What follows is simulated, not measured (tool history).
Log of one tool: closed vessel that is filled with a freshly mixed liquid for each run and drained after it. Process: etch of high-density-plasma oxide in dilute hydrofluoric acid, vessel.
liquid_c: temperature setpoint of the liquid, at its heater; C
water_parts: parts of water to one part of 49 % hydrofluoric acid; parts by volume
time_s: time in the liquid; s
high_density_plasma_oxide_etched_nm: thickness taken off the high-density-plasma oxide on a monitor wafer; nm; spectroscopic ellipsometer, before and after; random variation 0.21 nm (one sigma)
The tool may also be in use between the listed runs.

run,hour,liquid_c,water_parts,time_s,high_density_plasma_oxide_etched_nm
1,0,21,235,2405,52.824
2,3.4,21,190,2405,68.636
3,12.8,20.5,205,2405,60.785
4,17.9,20.5,205,2405,61.033
5,23.8,20.5,205,2405,60.919
6,31.6,20,220,2405,55.044

Run 7 comes next. What will it give?
7,33.5,19.5,230,2405,?

high_density_plasma_oxide_etched_nm: 51.623 nm

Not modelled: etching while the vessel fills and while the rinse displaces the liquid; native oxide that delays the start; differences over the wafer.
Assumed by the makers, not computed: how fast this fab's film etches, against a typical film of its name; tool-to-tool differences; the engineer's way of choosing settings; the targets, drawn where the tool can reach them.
